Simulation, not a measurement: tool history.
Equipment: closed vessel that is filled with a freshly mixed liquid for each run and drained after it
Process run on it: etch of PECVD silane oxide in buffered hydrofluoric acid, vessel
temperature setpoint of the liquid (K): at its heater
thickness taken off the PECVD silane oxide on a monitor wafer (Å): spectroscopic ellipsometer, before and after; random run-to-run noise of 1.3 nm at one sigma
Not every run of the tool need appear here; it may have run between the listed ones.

run,day,temperature setpoint of the liquid (K),parts of 40 % ammonium fluoride to one part of 49 % hydrofluoric acid (parts by volume),time in the liquid (s),thickness taken off the PECVD silane oxide on a monitor wafer (Å)
1,0.000,295.15,14.0,90,2490.3
2,0.342,295.15,11.0,90,3121.9
3,0.712,295.15,11.0,95,3280.4
4,1.067,295.15,11.0,95,3348.7
5,1.142,293.65,13.5,95,2506.5
6,1.238,296.65,13.5,95,2907.5
7,1.362,294.65,15.0,95,2364.4
8,1.412,293.15,16.0,95,2068.9
9,1.583,292.15,16.5,95,1873.4

Estimate the outcome of run 10 from the log above:
10,1.875,291.65,17.0,95,?

thickness taken off the PECVD silane oxide on a monitor wafer (Å): 1795.2

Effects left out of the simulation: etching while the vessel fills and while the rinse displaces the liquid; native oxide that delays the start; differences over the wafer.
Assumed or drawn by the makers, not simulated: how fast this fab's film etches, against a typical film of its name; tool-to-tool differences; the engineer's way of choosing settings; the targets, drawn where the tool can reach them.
